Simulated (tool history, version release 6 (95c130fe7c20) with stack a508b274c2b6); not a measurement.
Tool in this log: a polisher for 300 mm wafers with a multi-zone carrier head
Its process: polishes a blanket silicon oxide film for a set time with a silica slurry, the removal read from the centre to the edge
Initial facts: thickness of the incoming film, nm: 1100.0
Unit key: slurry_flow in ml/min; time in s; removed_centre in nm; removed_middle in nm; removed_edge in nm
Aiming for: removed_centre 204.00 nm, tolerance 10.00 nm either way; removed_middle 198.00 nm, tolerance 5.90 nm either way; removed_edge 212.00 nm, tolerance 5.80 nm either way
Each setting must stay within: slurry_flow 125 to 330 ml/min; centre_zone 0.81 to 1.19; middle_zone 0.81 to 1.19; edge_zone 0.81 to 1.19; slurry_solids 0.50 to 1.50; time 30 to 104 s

run	hour	slurry_flow	centre_zone	middle_zone	edge_zone	slurry_solids	time	removed_centre	removed_middle	removed_edge
1	0.0	210	1.00	1.00	1.00	1.00	67	239.08	242.40	235.27
2	7.8	205	0.99	0.98	0.99	1.00	67	233.03	234.59	231.46
3	14.9	165	0.99	0.98	0.99	1.00	67	222.28	226.23	230.32
4	21.2	125	0.99	0.98	0.99	1.00	67	211.12	213.13	214.98
5	25.2	125	0.99	0.98	0.99	1.15	67	226.34	228.76	232.14
6	27.0	125	0.99	0.98	0.99	1.15	56	187.71	189.49	193.93
7	31.9	185	1.02	0.97	1.09	1.20	56	208.41	206.88	220.65
8	38.3	180	1.02	0.97	1.09	1.20	56	210.25	206.37	214.12

Of the 5 settings listed for the next run, only one would bring every result within its allowed miss of target. Which one?
A	44.7	200	1.07	1.05	1.05	1.20	55	?	?	?
B	44.7	205	0.94	1.01	1.05	1.35	53	?	?	?
C	44.7	180	1.13	0.92	1.07	1.10	60	?	?	?
D	44.7	195	1.02	0.94	1.08	1.15	56	?	?	?
E	44.7	185	0.96	1.00	1.01	1.20	57	?	?	?

move	removed_centre	removed_middle	removed_edge
A	222.15	217.64	207.60
B	204.80	213.39	209.87
C	239.12	202.95	218.61
D	213.80	198.65	210.56
E	210.18	214.45	209.36
A: moves away from the targets compared with the last run
B: moves away from the targets compared with the last run
C: brings the last run's worst result on target, with another outside its allowed miss
D: every result within its allowed miss
E: moves away from the targets compared with the last run
So the answer is move D, the one that meets all the targets.

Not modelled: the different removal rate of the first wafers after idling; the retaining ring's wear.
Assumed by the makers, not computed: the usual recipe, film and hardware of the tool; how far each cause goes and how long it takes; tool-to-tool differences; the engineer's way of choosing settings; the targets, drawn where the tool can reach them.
